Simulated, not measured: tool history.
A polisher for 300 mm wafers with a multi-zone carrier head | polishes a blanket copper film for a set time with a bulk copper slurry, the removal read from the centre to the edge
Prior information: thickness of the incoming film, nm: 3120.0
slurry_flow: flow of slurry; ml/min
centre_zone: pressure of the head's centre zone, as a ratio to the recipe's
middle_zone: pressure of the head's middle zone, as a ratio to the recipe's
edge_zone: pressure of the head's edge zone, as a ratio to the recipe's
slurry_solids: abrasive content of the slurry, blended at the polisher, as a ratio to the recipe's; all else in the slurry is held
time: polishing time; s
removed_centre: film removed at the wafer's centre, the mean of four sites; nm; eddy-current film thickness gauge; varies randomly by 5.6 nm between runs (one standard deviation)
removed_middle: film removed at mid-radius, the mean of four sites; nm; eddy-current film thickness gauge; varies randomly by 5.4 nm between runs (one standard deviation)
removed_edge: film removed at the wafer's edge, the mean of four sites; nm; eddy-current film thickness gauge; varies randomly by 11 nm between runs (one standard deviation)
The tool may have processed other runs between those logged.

run 1 hour=0.0 | slurry_flow=280 centre_zone=1.00 middle_zone=1.00 edge_zone=1.00 slurry_solids=1.00 time=71 | removed_centre=667.56 removed_middle=652.95 removed_edge=669.62
run 2 hour=4.1 | slurry_flow=290 centre_zone=0.99 middle_zone=1.03 edge_zone=1.02 slurry_solids=1.05 time=71 | removed_centre=678.59 removed_middle=673.03 removed_edge=683.96
run 3 hour=6.0 | slurry_flow=290 centre_zone=1.06 middle_zone=1.03 edge_zone=1.02 slurry_solids=1.05 time=71 | removed_centre=721.68 removed_middle=671.99 removed_edge=688.98
run 4 hour=14.2 | slurry_flow=290 centre_zone=1.06 middle_zone=1.03 edge_zone=1.08 slurry_solids=1.05 time=71 | removed_centre=732.32 removed_middle=677.66 removed_edge=690.04
run 5 hour=18.0 | slurry_flow=290 centre_zone=1.06 middle_zone=1.03 edge_zone=1.08 slurry_solids=1.05 time=85 | removed_centre=862.08 removed_middle=815.08 removed_edge=812.63
run 6 hour=21.3 | slurry_flow=280 centre_zone=1.02 middle_zone=1.04 edge_zone=1.07 slurry_solids=1.00 time=85 | removed_centre=808.24 removed_middle=807.89 removed_edge=802.65

Estimate the outcome of run 7 from the log above:
run 7 hour=22.5 | slurry_flow=270 centre_zone=1.00 middle_zone=1.05 edge_zone=1.06 slurry_solids=0.95 time=85 | removed_centre=? removed_middle=? removed_edge=?

{"run 7": {"removed_centre": 796.02, "removed_middle": 787.78, "removed_edge": 814.37}}
